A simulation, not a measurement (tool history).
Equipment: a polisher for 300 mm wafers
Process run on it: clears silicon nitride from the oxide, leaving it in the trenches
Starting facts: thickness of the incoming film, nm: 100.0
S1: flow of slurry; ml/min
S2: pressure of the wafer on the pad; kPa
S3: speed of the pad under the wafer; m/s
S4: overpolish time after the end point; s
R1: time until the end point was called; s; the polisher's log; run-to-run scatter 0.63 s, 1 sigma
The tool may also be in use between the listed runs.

run 1 hour=0 | S1=170 S2=16.5 S3=1.12 S4=29 | R1=100.85
run 2 hour=4.6 | S1=170 S2=16.5 S3=1.12 S4=31 | R1=99.445
run 3 hour=7.7 | S1=170 S2=16.5 S3=1.12 S4=29 | R1=99.944
run 4 hour=15.4 | S1=210 S2=16.5 S3=1.12 S4=29 | R1=95.036
run 5 hour=23.7 | S1=210 S2=17.2 S3=1.12 S4=29 | R1=91.457
run 6 hour=28.9 | S1=210 S2=17.9 S3=1.12 S4=29 | R1=90.541
run 7 hour=30.8 | S1=210 S2=17.9 S3=1.12 S4=29 | R1=90.287
run 8 hour=35.5 | S1=210 S2=18.6 S3=1.14 S4=29 | R1=83.92
run 9 hour=37.2 | S1=215 S2=22.8 S3=1.16 S4=29 | R1=68.428
run 10 hour=40.2 | S1=215 S2=23.4 S3=1.16 S4=29 | R1=65.609

Forecast run 11:
run 11 hour=40.8 | S1=220 S2=24.8 S3=1.2 S4=29 | R1=?

Run 11 yielded R1 60.062 s.

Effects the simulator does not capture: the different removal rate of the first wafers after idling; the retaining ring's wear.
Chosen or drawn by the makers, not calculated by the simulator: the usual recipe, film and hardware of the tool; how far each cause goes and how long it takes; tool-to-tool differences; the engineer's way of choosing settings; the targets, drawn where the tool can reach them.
